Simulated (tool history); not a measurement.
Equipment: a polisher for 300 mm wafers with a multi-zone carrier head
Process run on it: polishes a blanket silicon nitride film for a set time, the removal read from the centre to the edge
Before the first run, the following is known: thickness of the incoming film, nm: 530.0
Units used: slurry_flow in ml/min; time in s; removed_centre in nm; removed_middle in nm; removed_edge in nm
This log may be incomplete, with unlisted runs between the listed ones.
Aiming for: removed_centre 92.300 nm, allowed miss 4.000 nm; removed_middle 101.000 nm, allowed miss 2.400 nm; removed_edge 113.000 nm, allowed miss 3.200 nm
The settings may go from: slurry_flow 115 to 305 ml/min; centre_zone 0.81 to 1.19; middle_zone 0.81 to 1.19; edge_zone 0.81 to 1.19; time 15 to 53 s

run	hour	slurry_flow	centre_zone	middle_zone	edge_zone	time	removed_centre	removed_middle	removed_edge
1	0.0	195	1.00	1.00	1.00	34	96.628	93.039	94.624
2	8.8	195	1.00	1.00	0.95	34	98.672	92.000	91.601
3	16.9	205	0.99	1.00	0.99	34	99.819	93.454	94.958
4	21.6	210	0.96	1.00	1.03	34	95.276	95.134	96.561
5	27.8	215	0.94	0.99	1.06	34	92.705	92.503	97.701
6	31.9	220	0.93	0.99	1.08	34	91.543	92.611	99.590
7	40.3	230	0.92	0.99	1.10	34	92.843	93.698	100.390
8	45.3	235	0.91	0.99	1.12	34	90.657	93.767	102.830
9	52.6	240	0.90	0.99	1.13	34	90.095	93.228	103.730
10	56.6	245	0.90	1.00	1.14	34	91.320	94.762	103.300
11	62.8	245	0.90	1.00	1.14	34	89.942	94.903	103.390
12	69.5	250	0.89	1.00	1.15	34	90.258	96.462	103.980
13	75.8	255	0.88	1.00	1.16	34	88.674	96.257	105.490
14	81.5	260	0.88	1.00	1.17	34	89.588	96.078	105.860

Which one of the following 5 next-run settings gets every result inside its allowed miss? There is exactly one.
A	87.2	290	0.85	0.98	1.19	36	?	?	?
B	87.2	280	0.96	1.06	1.11	31	?	?	?
C	87.2	275	0.98	1.03	1.16	32	?	?	?
D	87.2	205	0.81	0.87	1.19	38	?	?	?
E	87.2	225	0.87	0.86	1.19	36	?	?	?

move	removed_centre	removed_middle	removed_edge
A	92.675	100.860	113.610
B	89.948	92.470	94.041
C	94.600	92.977	99.207
D	89.452	93.024	116.910
E	92.145	88.181	111.630
A: every result within its allowed miss
B: misses by more than the last run did
C: misses by more than the last run did
D: takes the biggest miss from the last run beyond its target
E: the worst result of the last run now meets its target, but another is out of spec
The right move is A.

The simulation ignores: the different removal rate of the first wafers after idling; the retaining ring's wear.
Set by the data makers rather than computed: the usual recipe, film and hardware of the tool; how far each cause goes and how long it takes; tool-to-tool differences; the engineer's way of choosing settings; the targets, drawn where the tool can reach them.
